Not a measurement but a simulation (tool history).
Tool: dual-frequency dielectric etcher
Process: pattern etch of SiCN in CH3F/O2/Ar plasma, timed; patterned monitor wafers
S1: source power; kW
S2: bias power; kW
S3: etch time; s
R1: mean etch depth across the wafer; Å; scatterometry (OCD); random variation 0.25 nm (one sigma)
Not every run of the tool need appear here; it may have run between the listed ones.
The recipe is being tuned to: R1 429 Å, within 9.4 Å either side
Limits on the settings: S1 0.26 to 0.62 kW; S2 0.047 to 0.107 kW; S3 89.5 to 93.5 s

run	hour	S1	S2	S3	R1
1	0	0.44	0.077	89.5	375.69
2	5.9	0.44	0.077	89.5	370.76
3	7.2	0.44	0.07	89.5	358.56
4	10.4	0.47	0.07	89.5	363.83
5	13.9	0.53	0.07	89.5	378.11
6	16.5	0.54	0.072	89.5	384.5
7	17.9	0.55	0.074	89.5	393.91
# hour 24.5: bias power generator calibrated
8	24.5	0.56	0.075	89.5	401.63

Which one of the following 5 next-run settings gets every result inside its allowed miss? There is exactly one.
A	31.1	0.55	0.072	89.5	?
B	31.1	0.57	0.065	93	?
C	31.1	0.58	0.077	93.5	?
D	31.1	0.47	0.077	91.5	?
E	31.1	0.56	0.078	89.5	?

move	R1
A	393.77
B	393.89
C	431.61
D	396.78
E	411.28
A: lands further from the targets than the last run did
B: lands further from the targets than the last run did
C: meets every target
D: lands further from the targets than the last run did
E: an improvement on the last run, though not all results are within tolerance
C meets every target.
